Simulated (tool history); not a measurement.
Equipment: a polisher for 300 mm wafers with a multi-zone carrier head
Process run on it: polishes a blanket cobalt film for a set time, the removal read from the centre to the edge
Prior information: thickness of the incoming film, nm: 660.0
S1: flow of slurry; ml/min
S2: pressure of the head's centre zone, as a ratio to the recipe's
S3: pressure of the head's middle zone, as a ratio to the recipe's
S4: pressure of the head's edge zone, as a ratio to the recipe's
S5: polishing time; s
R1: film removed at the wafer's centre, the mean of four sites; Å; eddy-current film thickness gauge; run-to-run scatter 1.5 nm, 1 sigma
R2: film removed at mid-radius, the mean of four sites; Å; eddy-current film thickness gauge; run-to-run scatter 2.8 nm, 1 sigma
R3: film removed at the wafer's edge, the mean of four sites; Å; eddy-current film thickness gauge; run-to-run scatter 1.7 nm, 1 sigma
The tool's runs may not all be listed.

run 1 hour=0.0 | S1=270 S2=1.00 S3=1.00 S4=1.00 S5=32 | R1=1439.5 R2=1398.0 R3=1509.0
run 2 hour=8.2 | S1=270 S2=1.00 S3=0.91 S4=1.00 S5=32 | R1=1460.7 R2=1333.7 R3=1500.8
run 3 hour=16.5 | S1=270 S2=1.00 S3=0.91 S4=1.00 S5=37 | R1=1655.5 R2=1509.2 R3=1744.7
run 4 hour=18.8 | S1=290 S2=1.02 S3=0.99 S4=0.98 S5=38 | R1=1765.4 R2=1694.3 R3=1800.9
run 5 hour=22.4 | S1=315 S2=1.02 S3=0.99 S4=0.98 S5=38 | R1=1777.0 R2=1683.4 R3=1788.3
run 6 hour=30.5 | S1=315 S2=1.02 S3=0.99 S4=1.03 S5=38 | R1=1751.5 R2=1669.4 R3=1848.7
run 7 hour=31.8 | S1=315 S2=1.02 S3=0.99 S4=1.03 S5=38 | R1=1759.7 R2=1693.0 R3=1824.4
run 8 hour=38.3 | S1=355 S2=1.06 S3=1.09 S4=0.99 S5=38 | R1=1825.7 R2=1824.9 R3=1808.9
-- hour=42.1 edge zone pressure recalibrated
run 9 hour=42.1 | S1=355 S2=1.06 S3=1.11 S4=0.98 S5=38 | R1=1823.1 R2=1821.8 R3=1765.3
run 10 hour=50.9 | S1=355 S2=1.06 S3=1.12 S4=0.99 S5=38 | R1=1827.8 R2=1806.2 R3=1747.0

Run 11 comes next. What will it give?
run 11 hour=53.4 | S1=360 S2=1.05 S3=1.13 S4=0.99 S5=38 | R1=? R2=? R3=?

{"run 11": {"R1": 1802.1, "R2": 1824.8, "R3": 1752.3}}
